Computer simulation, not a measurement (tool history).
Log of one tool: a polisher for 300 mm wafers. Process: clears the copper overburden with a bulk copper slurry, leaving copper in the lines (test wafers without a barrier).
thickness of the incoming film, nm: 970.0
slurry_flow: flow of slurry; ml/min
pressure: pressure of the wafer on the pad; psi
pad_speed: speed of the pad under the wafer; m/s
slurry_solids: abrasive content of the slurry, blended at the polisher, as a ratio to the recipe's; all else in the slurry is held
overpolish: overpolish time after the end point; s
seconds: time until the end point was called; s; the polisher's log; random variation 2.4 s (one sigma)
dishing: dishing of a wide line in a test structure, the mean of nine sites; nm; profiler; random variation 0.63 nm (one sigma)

Run 1, hour 0: slurry_flow 180 ml/min, pressure 2.3 psi, pad_speed 0.92 m/s, slurry_solids 1, overpolish 18 s. Result: seconds 120.67 s, dishing 70.816 nm.
Run 2, hour 5.4: slurry_flow 180 ml/min, pressure 2.2 psi, pad_speed 0.92 m/s, slurry_solids 1, overpolish 19 s. Result: seconds 127.35 s, dishing 69.601 nm.
Run 3, hour 12.6: slurry_flow 180 ml/min, pressure 2.2 psi, pad_speed 0.92 m/s, slurry_solids 1, overpolish 14 s. Result: seconds 129.63 s, dishing 59.555 nm.
Run 4, hour 19.6: slurry_flow 140 ml/min, pressure 2.2 psi, pad_speed 0.92 m/s, slurry_solids 1, overpolish 14 s. Result: seconds 135.78 s, dishing 56.826 nm.
Run 5, hour 24.5: slurry_flow 140 ml/min, pressure 2.2 psi, pad_speed 0.92 m/s, slurry_solids 1.1, overpolish 14 s. Result: seconds 131.29 s, dishing 57.11 nm.
Run 6, hour 32.1: slurry_flow 135 ml/min, pressure 2.1 psi, pad_speed 0.92 m/s, slurry_solids 1.05, overpolish 15 s. Result: seconds 136.91 s, dishing 57.508 nm.
Run 7, hour 35.6: slurry_flow 130 ml/min, pressure 2 psi, pad_speed 0.92 m/s, slurry_solids 1.05, overpolish 16 s. Result: seconds 150.13 s, dishing 56.673 nm.
Run 8, hour 38.6: slurry_flow 130 ml/min, pressure 2 psi, pad_speed 0.92 m/s, slurry_solids 1.05, overpolish 17 s. Result: seconds 145.36 s, dishing 59.053 nm.
Run 9, hour 40.6: slurry_flow 130 ml/min, pressure 1.9 psi, pad_speed 0.92 m/s, slurry_solids 1.05, overpolish 18 s. Result: seconds 150.03 s, dishing 59.808 nm.
Run 10, hour 49.4: slurry_flow 130 ml/min, pressure 1.8 psi, pad_speed 0.92 m/s, slurry_solids 1.05, overpolish 19 s. Result: seconds 160.94 s, dishing 59.115 nm.
Run 11, hour 57.8: slurry_flow 130 ml/min, pressure 1.8 psi, pad_speed 0.92 m/s, slurry_solids 1.05, overpolish 19 s. Result: seconds 164.13 s, dishing 59.136 nm.
Run 12, hour 64.3: slurry_flow 130 ml/min, pressure 1.8 psi, pad_speed 0.92 m/s, slurry_solids 1.05, overpolish 20 s. Result: seconds 160.76 s, dishing 60.159 nm.
Run 13, hour 70.6: slurry_flow 130 ml/min, pressure 1.8 psi, pad_speed 0.92 m/s, slurry_solids 1.05, overpolish 21 s. Result: seconds 166.19 s, dishing 61.917 nm.
Run 14, hour 71.6: slurry_flow 120 ml/min, pressure 1.7 psi, pad_speed 0.92 m/s, slurry_solids 1, overpolish 23 s. Result: seconds 179.55 s, dishing 61.177 nm.

The next listed run, before its measurement:
Run 15, hour 80.1: slurry_flow 120 ml/min, pressure 1.7 psi, pad_speed 0.92 m/s, slurry_solids 1, overpolish 23 s. Result: seconds ?, dishing ?.

{"run 15": {"seconds": 176.44, "dishing": 61.897}}
